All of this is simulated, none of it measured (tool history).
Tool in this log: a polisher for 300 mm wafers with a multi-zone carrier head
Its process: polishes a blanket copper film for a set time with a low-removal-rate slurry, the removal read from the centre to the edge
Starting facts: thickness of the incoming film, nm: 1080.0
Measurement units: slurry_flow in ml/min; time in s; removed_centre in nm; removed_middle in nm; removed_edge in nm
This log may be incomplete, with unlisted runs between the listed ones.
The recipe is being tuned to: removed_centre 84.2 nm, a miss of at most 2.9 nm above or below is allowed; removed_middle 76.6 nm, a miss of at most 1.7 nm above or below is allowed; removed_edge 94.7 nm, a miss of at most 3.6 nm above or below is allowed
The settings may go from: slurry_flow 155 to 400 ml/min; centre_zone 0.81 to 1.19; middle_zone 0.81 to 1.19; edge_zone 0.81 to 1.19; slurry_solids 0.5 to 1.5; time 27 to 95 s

Run 1, day 0: slurry_flow 255 ml/min, centre_zone 1, middle_zone 1, edge_zone 1, slurry_solids 1, time 61 s. Result: removed_centre 143.2 nm, removed_middle 141.34 nm, removed_edge 149.94 nm.
Run 2, day 0.275: slurry_flow 195 ml/min, centre_zone 1, middle_zone 1, edge_zone 1, slurry_solids 1, time 61 s. Result: removed_centre 135.26 nm, removed_middle 136.33 nm, removed_edge 144.54 nm.
Run 3, day 0.588: slurry_flow 190 ml/min, centre_zone 0.99, middle_zone 0.96, edge_zone 1, slurry_solids 0.9, time 57 s. Result: removed_centre 120.89 nm, removed_middle 117.92 nm, removed_edge 130.31 nm.
Run 4, day 0.858: slurry_flow 190 ml/min, centre_zone 0.99, middle_zone 0.96, edge_zone 1, slurry_solids 0.9, time 68 s. Result: removed_centre 143.58 nm, removed_middle 140.01 nm, removed_edge 158.71 nm.
Run 5, day 1.112: slurry_flow 190 ml/min, centre_zone 0.99, middle_zone 0.96, edge_zone 1, slurry_solids 0.8, time 68 s. Result: removed_centre 139.3 nm, removed_middle 135.7 nm, removed_edge 151.54 nm.
At day 1.425: slurry nozzle cleaned.
Run 6, day 1.425: slurry_flow 185 ml/min, centre_zone 0.98, middle_zone 0.93, edge_zone 0.99, slurry_solids 0.75, time 64 s. Result: removed_centre 135.83 nm, removed_middle 129.78 nm, removed_edge 145.24 nm.
Run 7, day 1.608: slurry_flow 180 ml/min, centre_zone 0.98, middle_zone 0.92, edge_zone 1.02, slurry_solids 0.75, time 58 s. Result: removed_centre 123.13 nm, removed_middle 115.97 nm, removed_edge 131.85 nm.
Run 8, day 1.654: slurry_flow 175 ml/min, centre_zone 0.96, middle_zone 0.9, edge_zone 1.04, slurry_solids 0.75, time 53 s. Result: removed_centre 109.66 nm, removed_middle 103.72 nm, removed_edge 123.59 nm.
Run 9, day 1.921: slurry_flow 175 ml/min, centre_zone 0.95, middle_zone 0.89, edge_zone 1.04, slurry_solids 0.7, time 50 s. Result: removed_centre 99.365 nm, removed_middle 96.065 nm, removed_edge 113.05 nm.
Run 10, day 2.017: slurry_flow 170 ml/min, centre_zone 0.95, middle_zone 0.87, edge_zone 1.04, slurry_solids 0.65, time 48 s. Result: removed_centre 93.919 nm, removed_middle 88.243 nm, removed_edge 104.81 nm.
Run 11, day 2.112: slurry_flow 170 ml/min, centre_zone 0.95, middle_zone 0.86, edge_zone 1.04, slurry_solids 0.6, time 47 s. Result: removed_centre 88.77 nm, removed_middle 83.694 nm, removed_edge 102.62 nm.

Which of these 4 next moves meets every target?
Run A, day 2.208: slurry_flow 200 ml/min, centre_zone 1.04, middle_zone 0.85, edge_zone 1.06, slurry_solids 0.6, time 43 s. Result: removed_centre ?, removed_middle ?, removed_edge ?.
Run B, day 2.208: slurry_flow 155 ml/min, centre_zone 0.94, middle_zone 0.83, edge_zone 0.99, slurry_solids 0.55, time 46 s. Result: removed_centre ?, removed_middle ?, removed_edge ?.
Run C, day 2.208: slurry_flow 155 ml/min, centre_zone 1.05, middle_zone 0.82, edge_zone 1.08, slurry_solids 0.5, time 46 s. Result: removed_centre ?, removed_middle ?, removed_edge ?.
Run D, day 2.208: slurry_flow 180 ml/min, centre_zone 0.98, middle_zone 0.99, edge_zone 1.1, slurry_solids 0.55, time 49 s. Result: removed_centre ?, removed_middle ?, removed_edge ?.

move  removed_centre  removed_middle  removed_edge
   A          90.873          76.071        96.862
   B          82.699          75.209        95.386
   C           89.17          72.115        96.284
   D           93.86          94.553        108.07
A: puts the biggest miss on target and leaves a different result outside tolerance
B: every result within its allowed miss
C: the result that was furthest off in the last run now lies on the other side of its target
D: misses by more than the last run did
Correct choice: B, which meets every target
